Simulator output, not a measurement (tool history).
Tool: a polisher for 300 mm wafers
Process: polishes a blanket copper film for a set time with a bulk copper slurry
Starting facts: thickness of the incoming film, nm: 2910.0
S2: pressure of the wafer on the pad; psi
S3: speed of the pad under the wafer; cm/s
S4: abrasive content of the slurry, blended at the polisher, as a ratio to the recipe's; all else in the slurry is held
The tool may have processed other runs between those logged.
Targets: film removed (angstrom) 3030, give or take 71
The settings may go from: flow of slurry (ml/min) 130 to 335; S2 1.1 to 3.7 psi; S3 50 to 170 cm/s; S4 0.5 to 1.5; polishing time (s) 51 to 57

{"run": 1, "hour": 0.0, "flow of slurry (ml/min)": 215, "S2": 2.4, "S3": 110, "S4": 1, "polishing time (s)": 57, "film removed (angstrom)": 5114.3}
{"run": 2, "hour": 5.8, "flow of slurry (ml/min)": 190, "S2": 2.4, "S3": 110, "S4": 1, "polishing time (s)": 57, "film removed (angstrom)": 4986.8}
{"run": 3, "hour": 9.7, "flow of slurry (ml/min)": 180, "S2": 2.1, "S3": 110, "S4": 1, "polishing time (s)": 57, "film removed (angstrom)": 4528.8}
{"run": 4, "hour": 15.1, "flow of slurry (ml/min)": 180, "S2": 2.1, "S3": 110, "S4": 1.15, "polishing time (s)": 57, "film removed (angstrom)": 4641.3}
{"run": 5, "hour": 17.7, "flow of slurry (ml/min)": 180, "S2": 1.9, "S3": 108, "S4": 1.15, "polishing time (s)": 57, "film removed (angstrom)": 4243.7}
{"run": 6, "hour": 20.7, "flow of slurry (ml/min)": 180, "S2": 2.2, "S3": 108, "S4": 1.15, "polishing time (s)": 57, "film removed (angstrom)": 4728.5}
{"run": 7, "hour": 22.8, "flow of slurry (ml/min)": 165, "S2": 1.6, "S3": 106, "S4": 1.15, "polishing time (s)": 57, "film removed (angstrom)": 3689.9}
{"run": 8, "hour": 23.5, "flow of slurry (ml/min)": 165, "S2": 1.5, "S3": 106, "S4": 1.15, "polishing time (s)": 57, "film removed (angstrom)": 3577.2}
{"run": 9, "hour": 31.9, "flow of slurry (ml/min)": 165, "S2": 1.4, "S3": 106, "S4": 1.15, "polishing time (s)": 57, "film removed (angstrom)": 3406.5}
{"run": 10, "hour": 35.2, "flow of slurry (ml/min)": 165, "S2": 1.3, "S3": 106, "S4": 1.15, "polishing time (s)": 57, "film removed (angstrom)": 3241.9}
{"run": 11, "hour": 38.1, "flow of slurry (ml/min)": 165, "S2": 1.2, "S3": 106, "S4": 1.15, "polishing time (s)": 57, "film removed (angstrom)": 3086.6}

Exercise: of the 4 proposed moves below, exactly one satisfies all targets within the stated allowed misses. Which move is it?
{"run": "A", "hour": 41.0, "flow of slurry (ml/min)": 155, "S2": 1.1, "S3": 114, "S4": 1.3, "polishing time (s)": 56, "film removed (angstrom)": "?"}
{"run": "B", "hour": 41.0, "flow of slurry (ml/min)": 165, "S2": 1.2, "S3": 98, "S4": 1.2, "polishing time (s)": 56, "film removed (angstrom)": "?"}
{"run": "C", "hour": 41.0, "flow of slurry (ml/min)": 190, "S2": 1.4, "S3": 106, "S4": 1.15, "polishing time (s)": 52, "film removed (angstrom)": "?"}
{"run": "D", "hour": 41.0, "flow of slurry (ml/min)": 130, "S2": 1.4, "S3": 106, "S4": 0.65, "polishing time (s)": 57, "film removed (angstrom)": "?"}

move=A film_removed_(angstrom)=3159.3
move=B film_removed_(angstrom)=2841.5
move=C film_removed_(angstrom)=3139.5
move=D film_removed_(angstrom)=2995.9
A: its largest miss is bigger than the last run's
B: moves the result that the last run missed by most past its target, out the other side
C: its largest miss is bigger than the last run's
D: hits every target within its allowed miss
D meets every target.
